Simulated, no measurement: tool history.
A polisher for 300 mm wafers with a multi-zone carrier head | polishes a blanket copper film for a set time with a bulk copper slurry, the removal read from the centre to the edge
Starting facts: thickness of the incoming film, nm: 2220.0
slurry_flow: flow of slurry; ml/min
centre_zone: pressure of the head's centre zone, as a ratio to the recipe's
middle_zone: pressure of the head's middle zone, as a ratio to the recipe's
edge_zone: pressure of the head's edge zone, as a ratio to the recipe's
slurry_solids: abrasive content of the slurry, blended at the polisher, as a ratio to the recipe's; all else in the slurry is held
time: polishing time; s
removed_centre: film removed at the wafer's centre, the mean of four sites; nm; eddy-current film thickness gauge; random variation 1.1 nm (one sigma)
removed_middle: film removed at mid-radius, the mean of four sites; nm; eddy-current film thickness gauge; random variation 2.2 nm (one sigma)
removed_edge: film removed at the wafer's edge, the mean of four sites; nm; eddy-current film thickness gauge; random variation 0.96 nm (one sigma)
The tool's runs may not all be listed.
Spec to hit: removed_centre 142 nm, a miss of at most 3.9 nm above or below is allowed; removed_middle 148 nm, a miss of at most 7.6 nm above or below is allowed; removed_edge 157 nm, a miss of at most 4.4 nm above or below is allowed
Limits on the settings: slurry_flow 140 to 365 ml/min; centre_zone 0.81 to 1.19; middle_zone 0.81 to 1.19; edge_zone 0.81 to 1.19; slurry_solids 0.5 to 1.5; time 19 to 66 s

run    day  slurry_flow  centre_zone  middle_zone  edge_zone  slurry_solids  time  removed_centre  removed_middle  removed_edge
  1      0          235            1            1          1              1    42          213.42          214.43        212.69
  2  0.062          235            1         0.94          1              1    42          211.51          207.73        212.85
  3    0.1          225         0.97         0.91       0.98           0.85    40          190.46          179.97        193.64
  4  0.296          225         0.97         0.91       0.98              1    40          197.52          189.92        200.61
  5  0.654          225          0.9         0.91       0.98              1    40          186.78          187.22        201.89
  6  0.688          185          0.9         0.91       0.98              1    40           180.5          189.19        196.79
  7  0.867          180         0.88          0.9       0.96           0.85    39           164.1           172.4        181.47
  8  1.192          175         0.87         0.88       0.93            0.8    39          160.93          163.05        172.72
  9  1.442          155         0.81         0.87        0.9            0.6    38          138.36          146.67        152.66
 10  1.596          160         0.81         0.87       0.91            0.6    38          136.14          144.14        155.56
 11  1.838          160         0.81         0.87       0.91            0.6    38          137.11          144.36        155.84

Exercise: of the 4 proposed moves below, exactly one satisfies all targets within the stated allowed misses. Which move is it?
  A  2.079          185         0.81         0.91       1.02           0.55    36               ?               ?             ?
  B  2.079          195         0.82         0.87       0.93           0.55    38               ?               ?             ?
  C  2.079          205         0.81         0.87       0.98            0.5    36               ?               ?             ?
  D  2.079          160         0.81         0.87       0.95           0.75    35               ?               ?             ?

move  removed_centre  removed_middle  removed_edge
   A           130.9          139.41        154.29
   B           140.7          143.18        156.99
   C          130.22          133.46        149.68
   D          133.15          137.22        153.54
A: further off than the last run
B: in spec on every target
C: further off than the last run
D: further off than the last run
So the answer is move B, the one that meets all the targets.
